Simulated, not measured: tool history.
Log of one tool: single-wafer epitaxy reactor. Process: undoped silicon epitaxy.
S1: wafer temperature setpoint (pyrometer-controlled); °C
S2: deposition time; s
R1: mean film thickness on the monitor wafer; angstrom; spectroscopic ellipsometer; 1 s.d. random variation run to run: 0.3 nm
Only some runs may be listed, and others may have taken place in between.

run,day,S1,S2,R1
1,0,645,331,485.32
2,0.262,645,290,429.37
3,0.35,648,291,453.09
4,0.688,648,275,431.27
5,0.821,651,280,464.95
6,1.096,653,285,493.54
7,1.325,655,289,522.91
8,1.558,657,292,546.07
9,1.829,658,295,556.88
10,2.062,659,299,578.78
11,2.138,660,302,597.63

Forecast run 12:
12,2.438,669,315,?

R1: 735.91 angstrom
